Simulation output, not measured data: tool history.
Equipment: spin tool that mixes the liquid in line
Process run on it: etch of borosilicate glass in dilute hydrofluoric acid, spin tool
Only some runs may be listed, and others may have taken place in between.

run    day  temperature setpoint of the liquid (°C)  parts of water to one part of 49 % hydrofluoric acid (parts by volume)  time under the liquid (s)  thickness taken off the borosilicate glass on a monitor wafer (nm)
  1  0.000                                     25.0                                                                     280                        280                                                              20.956
  2  0.075                                     23.0                                                                     295                        280                                                              18.013
  3  0.217                                     21.5                                                                     300                        280                                                              16.725
  4  0.408                                     24.5                                                                     300                        280                                                              18.854
  5  0.725                                     24.5                                                                     255                        280                                                              23.087
  6  0.767                                     24.5                                                                     290                        280                                                              19.783
  7  1.079                                     22.5                                                                     300                        280                                                              17.894
  8  1.412                                     21.5                                                                     310                        280                                                              16.151
  9  1.658                                     20.5                                                                     315                        280                                                              15.480

Expected results for the next run?
 10  1.883                                     17.0                                                                     345                        280                                                                   ?

{"run 10": {"thickness taken off the borosilicate glass on a monitor wafer (nm)": 12.037}}
